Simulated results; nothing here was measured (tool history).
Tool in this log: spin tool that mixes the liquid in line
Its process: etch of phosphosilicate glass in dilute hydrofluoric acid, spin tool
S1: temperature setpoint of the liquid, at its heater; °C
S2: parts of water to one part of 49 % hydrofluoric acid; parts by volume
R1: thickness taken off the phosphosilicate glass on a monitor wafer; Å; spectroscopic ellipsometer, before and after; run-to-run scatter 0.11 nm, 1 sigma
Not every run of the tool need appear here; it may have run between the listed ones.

Run 1, hour 0: S1 23 °C, S2 185 parts by volume, time under the liquid (s) 35. Result: R1 122.08 Å.
Run 2, hour 7.9: S1 23 °C, S2 185 parts by volume, time under the liquid (s) 30. Result: R1 107.99 Å.
Run 3, hour 9.6: S1 23 °C, S2 245 parts by volume, time under the liquid (s) 30. Result: R1 76.242 Å.
Run 4, hour 18.4: S1 24.5 °C, S2 235 parts by volume, time under the liquid (s) 30. Result: R1 84.438 Å.
Run 5, hour 23.2: S1 24.5 °C, S2 235 parts by volume, time under the liquid (s) 35. Result: R1 98.891 Å.
Run 6, hour 29.8: S1 25.5 °C, S2 235 parts by volume, time under the liquid (s) 35. Result: R1 102.77 Å.
Run 7, hour 35: S1 26.5 °C, S2 235 parts by volume, time under the liquid (s) 35. Result: R1 106.34 Å.
Run 8, hour 42.7: S1 27.5 °C, S2 235 parts by volume, time under the liquid (s) 35. Result: R1 109.87 Å.

Run 9 is up next; what results do you expect?
Run 9, hour 48.1: S1 27.5 °C, S2 235 parts by volume, time under the liquid (s) 35. Result: R1 ?.

Run 9 produced R1 109.55 Å.
